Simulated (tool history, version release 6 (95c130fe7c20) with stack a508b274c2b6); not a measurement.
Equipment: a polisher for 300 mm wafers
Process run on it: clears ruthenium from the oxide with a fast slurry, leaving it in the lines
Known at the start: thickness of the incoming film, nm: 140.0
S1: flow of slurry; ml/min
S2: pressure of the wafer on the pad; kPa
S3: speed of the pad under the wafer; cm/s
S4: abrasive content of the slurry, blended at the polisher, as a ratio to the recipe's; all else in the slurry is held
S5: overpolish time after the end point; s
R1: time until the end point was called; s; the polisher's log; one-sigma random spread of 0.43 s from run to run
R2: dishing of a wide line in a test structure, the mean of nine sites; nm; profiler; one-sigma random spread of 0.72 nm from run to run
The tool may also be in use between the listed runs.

run 1 hour=0.0 | S1=135 S2=15.2 S3=84 S4=1.0 S5=12 | R1=50.993 R2=21.866
run 2 hour=0.9 | S1=135 S2=15.2 S3=84 S4=1.0 S5=10 | R1=49.771 R2=18.747
run 3 hour=7.4 | S1=135 S2=18.6 S3=84 S4=1.0 S5=10 | R1=43.730 R2=20.816
run 4 hour=15.7 | S1=135 S2=19.3 S3=84 S4=1.0 S5=11 | R1=42.644 R2=23.187
run 5 hour=20.2 | S1=135 S2=20.0 S3=84 S4=1.0 S5=11 | R1=41.660 R2=23.149
run 6 hour=27.9 | S1=135 S2=20.0 S3=74 S4=1.0 S5=11 | R1=47.506 R2=20.860
run 7 hour=30.0 | S1=135 S2=20.7 S3=74 S4=1.0 S5=11 | R1=45.225 R2=21.980

What will run 8 give?
run 8 hour=31.9 | S1=135 S2=20.7 S3=74 S4=1.0 S5=11 | R1=? R2=?

Run 8 yielded R1 45.373 s, R2 21.694 nm.
